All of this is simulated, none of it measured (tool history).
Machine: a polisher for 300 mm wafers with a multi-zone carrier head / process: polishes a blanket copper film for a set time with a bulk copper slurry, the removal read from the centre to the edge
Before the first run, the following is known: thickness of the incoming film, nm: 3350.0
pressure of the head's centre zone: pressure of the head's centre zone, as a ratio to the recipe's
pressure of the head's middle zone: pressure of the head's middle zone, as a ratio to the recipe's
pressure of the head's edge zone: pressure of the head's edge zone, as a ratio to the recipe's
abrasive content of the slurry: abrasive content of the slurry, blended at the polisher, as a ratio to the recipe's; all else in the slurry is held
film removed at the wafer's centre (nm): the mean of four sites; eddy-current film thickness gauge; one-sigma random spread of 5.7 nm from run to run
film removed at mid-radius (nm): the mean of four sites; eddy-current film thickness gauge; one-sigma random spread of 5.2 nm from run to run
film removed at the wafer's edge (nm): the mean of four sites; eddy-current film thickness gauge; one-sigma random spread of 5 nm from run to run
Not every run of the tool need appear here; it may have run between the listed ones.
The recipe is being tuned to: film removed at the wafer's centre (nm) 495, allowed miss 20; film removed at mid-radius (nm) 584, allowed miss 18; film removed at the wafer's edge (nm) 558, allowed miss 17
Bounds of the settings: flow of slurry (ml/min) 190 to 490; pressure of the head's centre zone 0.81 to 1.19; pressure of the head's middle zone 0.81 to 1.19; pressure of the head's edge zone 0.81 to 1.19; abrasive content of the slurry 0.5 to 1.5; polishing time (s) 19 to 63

run   hour  flow of slurry (ml/min)  pressure of the head's centre zone  pressure of the head's middle zone  pressure of the head's edge zone  abrasive content of the slurry  polishing time (s)  film removed at the wafer's centre (nm)  film removed at mid-radius (nm)  film removed at the wafer's edge (nm)
  1      0                      315                                   1                                   1                                 1                               1                  41                                   410.08                           404.04                                 398.68
  2      9                      315                                   1                                   1                                 1                               1                  32                                   325.45                           317.94                                 307.46
  3   14.3                      360                                   1                                   1                                 1                               1                  32                                   330.49                           319.79                                 309.47
  4     20                      360                                   1                                   1                                 1                             0.9                  32                                   317.54                              310                                 299.95
  5   27.2                      360                                0.99                                1.01                              1.01                            0.95                  34                                   342.63                           338.64                                 318.94
  6   30.1                      345                                0.97                                1.01                              1.02                               1                  36                                   359.29                           357.81                                 347.51
  7   35.7                      335                                0.95                                1.02                              1.03                            1.05                  37                                   354.55                           378.09                                 359.65
  8   38.8                      330                                0.95                                1.02                              1.04                             1.1                  38                                   367.31                           398.19                                 386.17
  9   47.9                      330                                0.95                                1.02                              1.04                             1.1                  38                                    372.9                           397.52                                 381.09
 10   50.8                      325                                0.95                                1.02                              1.05                            1.15                  39                                   380.38                           416.59                                 401.15
 11   59.3                      325                                0.96                                1.02                              1.06                             1.2                  40                                   414.85                           425.53                                 416.87
 12   67.4                      320                                0.95                                1.03                              1.07                            1.25                  41                                   421.97                           438.23                                 435.71
 13   75.4                      320                                0.94                                1.04                              1.08                             1.3                  42                                   424.13                           467.69                                 455.87
 14   82.7                      320                                0.94                                1.05                              1.09                             1.3                  43                                   428.82                           483.76                                 475.77
 15     85                      320                                0.95                                1.06                               1.1                             1.3                  43                                   445.11                           485.98                                 472.26
 16   92.5                      320                                0.95                                1.07                               1.1                             1.3                  43                                   446.54                           486.44                                 461.31
 17   98.6                      320                                0.92                                1.08                              1.12                             1.4                  46                                   478.75                           530.53                                  509.4
 18    102                      315                                0.92                                1.08                              1.13                             1.4                  46                                   463.87                              533                                 526.62
 19  104.2                      315                                0.92                                1.09                              1.13                             1.4                  46                                   468.16                           539.67                                 516.93
 20  107.6                      310                                0.92                                1.11                              1.15                            1.45                  47                                   484.35                           565.52                                 542.04

Below are 5 possible settings for the next run. Only one of them brings all results inside the allowed miss of their targets. Which is it?
  A   111                      265                                0.94                                1.03                              1.19                             1.5                  45                                        ?                                ?                                      ?
  B   111                      395                                0.92                                1.13                              1.18                               1                  53                                        ?                                ?                                      ?
  C   111                      325                                0.89                                1.19                              1.13                             1.5                  46                                        ?                                ?                                      ?
  D   111                      265                                0.91                                1.02                              1.16                            1.35                  50                                        ?                                ?                                      ?
  E   111                      290                                0.85                                1.02                              1.19                            1.45                  48                                        ?                                ?                                      ?

move  film removed at the wafer's centre (nm)  film removed at mid-radius (nm)  film removed at the wafer's edge (nm)
   A                                   472.63                           512.97                                 528.44
   B                                   500.82                           595.42                                 562.63
   C                                   466.45                           598.45                                 531.74
   D                                   493.09                           548.92                                 562.21
   E                                   455.01                            542.3                                 561.66
A: its largest miss is bigger than the last run's
B: every result within its allowed miss
C: the furthest-off result lands on target, but another misses its tolerance
D: its largest miss is bigger than the last run's
E: its largest miss is bigger than the last run's
Move B is the one to make.
